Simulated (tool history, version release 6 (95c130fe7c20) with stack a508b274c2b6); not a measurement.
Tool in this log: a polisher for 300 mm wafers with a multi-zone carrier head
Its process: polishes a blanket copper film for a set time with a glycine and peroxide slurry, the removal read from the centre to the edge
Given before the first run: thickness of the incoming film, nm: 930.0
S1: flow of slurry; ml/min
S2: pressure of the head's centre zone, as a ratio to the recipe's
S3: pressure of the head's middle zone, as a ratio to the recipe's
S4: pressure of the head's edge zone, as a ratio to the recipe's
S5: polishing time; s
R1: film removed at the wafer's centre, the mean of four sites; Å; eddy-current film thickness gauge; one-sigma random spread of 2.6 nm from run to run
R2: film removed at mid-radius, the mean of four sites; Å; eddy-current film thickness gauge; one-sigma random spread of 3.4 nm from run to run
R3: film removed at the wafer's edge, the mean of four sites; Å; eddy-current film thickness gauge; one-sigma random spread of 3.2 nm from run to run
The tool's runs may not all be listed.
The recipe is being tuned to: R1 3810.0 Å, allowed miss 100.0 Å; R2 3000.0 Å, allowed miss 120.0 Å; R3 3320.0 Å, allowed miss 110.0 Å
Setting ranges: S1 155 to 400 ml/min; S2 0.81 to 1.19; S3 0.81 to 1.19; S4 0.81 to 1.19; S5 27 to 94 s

| run | day | S1 | S2 | S3 | S4 | S5 | R1 | R2 | R3 |
|---|---|---|---|---|---|---|---|---|---|
| 1 | 0.000 | 255 | 1.00 | 1.00 | 1.00 | 60 | 2790.2 | 2748.6 | 2837.1 |
| 2 | 0.067 | 270 | 1.04 | 1.00 | 1.03 | 61 | 2985.7 | 2813.5 | 2949.5 |
| 3 | 0.288 | 285 | 1.08 | 1.00 | 1.05 | 62 | 3200.2 | 2941.5 | 3057.3 |
| 4 | 0.550 | 295 | 1.11 | 0.98 | 1.06 | 62 | 3284.4 | 2877.1 | 3046.0 |
| 5 | 0.779 | 295 | 1.11 | 0.98 | 1.10 | 62 | 3248.7 | 2931.7 | 3094.3 |
| 6 | 0.938 | 305 | 1.13 | 0.96 | 1.10 | 63 | 3407.5 | 2902.5 | 3173.7 |
| 7 | 1.092 | 315 | 1.14 | 0.96 | 1.10 | 63 | 3475.8 | 2893.9 | 3200.4 |
| 8 | 1.338 | 325 | 1.15 | 0.96 | 1.10 | 63 | 3499.8 | 2905.9 | 3203.2 |
| 9 | 1.475 | 330 | 1.16 | 0.96 | 1.10 | 63 | 3525.6 | 2914.9 | 3198.7 |
| 10 | 1.654 | 330 | 1.16 | 0.96 | 1.10 | 63 | 3563.8 | 2885.1 | 3158.7 |
| 11 | 1.904 | 335 | 1.17 | 0.96 | 1.11 | 63 | 3559.1 | 2920.3 | 3241.8 |
| 12 | 2.033 | 335 | 1.17 | 0.96 | 1.10 | 64 | 3558.4 | 2900.6 | 3195.1 |
| 13 | 2.204 | 335 | 1.17 | 0.96 | 1.10 | 65 | 3736.1 | 3030.7 | 3286.0 |

Which one of the following 5 next-run settings gets every result inside its allowed miss? There is exactly one.
| A | 2.375 | 400 | 1.12 | 0.86 | 1.17 | 66 | ? | ? | ? |
| B | 2.375 | 305 | 1.15 | 1.02 | 1.12 | 66 | ? | ? | ? |
| C | 2.375 | 370 | 1.14 | 0.95 | 1.19 | 63 | ? | ? | ? |
| D | 2.375 | 390 | 1.12 | 0.91 | 1.00 | 66 | ? | ? | ? |
| E | 2.375 | 400 | 1.18 | 0.92 | 1.06 | 66 | ? | ? | ? |

| move | R1 | R2 | R3 |
|---|---|---|---|
| A | 3617.5 | 2809.8 | 3539.8 |
| B | 3622.9 | 3163.4 | 3390.7 |
| C | 3493.7 | 2894.9 | 3388.8 |
| D | 3611.1 | 2939.3 | 3264.6 |
| E | 3814.2 | 2970.7 | 3363.6 |
A: the biggest miss grows against the last run
B: the biggest miss grows against the last run
C: the biggest miss grows against the last run
D: the biggest miss grows against the last run
E: all results land within tolerance of their targets
Correct choice: E, which meets every target
